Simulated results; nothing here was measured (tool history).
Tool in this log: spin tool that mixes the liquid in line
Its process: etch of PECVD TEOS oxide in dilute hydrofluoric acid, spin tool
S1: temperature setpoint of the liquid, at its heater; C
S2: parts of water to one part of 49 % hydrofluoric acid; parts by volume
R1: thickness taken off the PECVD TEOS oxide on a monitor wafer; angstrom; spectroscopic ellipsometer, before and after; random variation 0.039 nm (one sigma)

Run 1, hour 0.0: S1 26.0 C, S2 100 parts by volume, time under the liquid (s) 100. Result: R1 159.69 angstrom.
Run 2, hour 8.6: S1 26.0 C, S2 100 parts by volume, time under the liquid (s) 100. Result: R1 158.21 angstrom.
Run 3, hour 16.5: S1 28.5 C, S2 100 parts by volume, time under the liquid (s) 100. Result: R1 175.20 angstrom.
Run 4, hour 19.4: S1 28.5 C, S2 100 parts by volume, time under the liquid (s) 80. Result: R1 139.70 angstrom.
Run 5, hour 26.5: S1 26.0 C, S2 110 parts by volume, time under the liquid (s) 80. Result: R1 114.38 angstrom.
Run 6, hour 31.5: S1 26.0 C, S2 95 parts by volume, time under the liquid (s) 80. Result: R1 134.79 angstrom.

Forecast run 7:
Run 7, hour 40.5: S1 23.5 C, S2 95 parts by volume, time under the liquid (s) 80. Result: R1 ?.

{"run 7": {"R1": 122.0}}
